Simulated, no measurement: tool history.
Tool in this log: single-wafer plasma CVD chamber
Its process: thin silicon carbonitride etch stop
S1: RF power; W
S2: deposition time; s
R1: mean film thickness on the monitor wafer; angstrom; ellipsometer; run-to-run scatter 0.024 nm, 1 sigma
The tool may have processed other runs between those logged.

{"run": 1, "hour": 0.0, "S1": 245, "S2": 20.4, "R1": 119.74}
{"run": 2, "hour": 5.5, "S1": 275, "S2": 20.4, "R1": 123.75}
{"run": 3, "hour": 11.3, "S1": 275, "S2": 18.3, "R1": 110.94}
{"run": 4, "hour": 11.9, "S1": 275, "S2": 20.7, "R1": 125.52}
{"run": 5, "hour": 17.4, "S1": 255, "S2": 19.8, "R1": 117.37}
{"run": 6, "hour": 23.0, "S1": 255, "S2": 17, "R1": 101.05}
{"run": 7, "hour": 24.4, "S1": 215, "S2": 16.7, "R1": 94.733}

What does the tool deliver on the next run?
{"run": 8, "hour": 30.7, "S1": 210, "S2": 16.7, "R1": "?"}

{"run 8": {"R1": 94.054}}
